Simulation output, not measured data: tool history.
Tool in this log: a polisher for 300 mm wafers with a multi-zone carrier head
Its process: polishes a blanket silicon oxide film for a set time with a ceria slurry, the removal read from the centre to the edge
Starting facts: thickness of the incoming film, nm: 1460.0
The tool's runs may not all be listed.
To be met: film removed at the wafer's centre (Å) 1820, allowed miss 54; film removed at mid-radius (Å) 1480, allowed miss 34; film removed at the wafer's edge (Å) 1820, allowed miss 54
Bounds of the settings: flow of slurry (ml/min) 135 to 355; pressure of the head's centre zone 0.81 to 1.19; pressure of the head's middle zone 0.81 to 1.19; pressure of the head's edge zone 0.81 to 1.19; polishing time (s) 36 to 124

run,hour,flow of slurry (ml/min),pressure of the head's centre zone,pressure of the head's middle zone,pressure of the head's edge zone,polishing time (s),film removed at the wafer's centre (Å),film removed at mid-radius (Å),film removed at the wafer's edge (Å)
1,0,225,1,1,1,79,3539.6,3614.4,3605.4
2,2.1,225,1,1,1.05,79,3548.7,3616.9,3601.3
3,10.8,225,1,1,1.05,67,2949.2,3009,3067
4,17.8,225,1.06,1,1.05,67,3137.7,3075.6,3097.6
5,25.9,215,1.05,0.98,1.03,63,2941.7,2838.2,2864.4
6,27.5,215,1.11,0.98,1.03,63,3071.3,2794.2,2888.8
7,33.4,205,1.1,0.96,1.02,60,2856.8,2604.6,2748
8,38.9,140,1.07,0.86,0.92,38,1627.9,1409.5,1535.6

Pick the move, out of 5, that brings all results within their allowed miss; only one does.
A,44.4,135,1.08,0.81,1.03,42,?,?,?
B,44.4,135,1.08,0.96,0.91,36,?,?,?
C,44.4,160,0.97,0.83,1.02,38,?,?,?
D,44.4,135,1.12,0.81,1.12,40,?,?,?
E,44.4,145,0.87,0.81,1.19,41,?,?,?

move,film removed at the wafer's centre (Å),film removed at mid-radius (Å),film removed at the wafer's edge (Å)
A,1803,1482.4,1780.8
B,1546.9,1440.6,1436.5
C,1532.6,1422,1649.6
D,1781.2,1411.3,1768.5
E,1444.7,1474.7,1894.4
A: each result inside its tolerance
B: misses by more than the last run did
C: neither nearer nor further off than the last run
D: meets the target for the result that was furthest off, but another lies outside its allowed miss
E: pushes the last run's worst result past its target
A meets every target.

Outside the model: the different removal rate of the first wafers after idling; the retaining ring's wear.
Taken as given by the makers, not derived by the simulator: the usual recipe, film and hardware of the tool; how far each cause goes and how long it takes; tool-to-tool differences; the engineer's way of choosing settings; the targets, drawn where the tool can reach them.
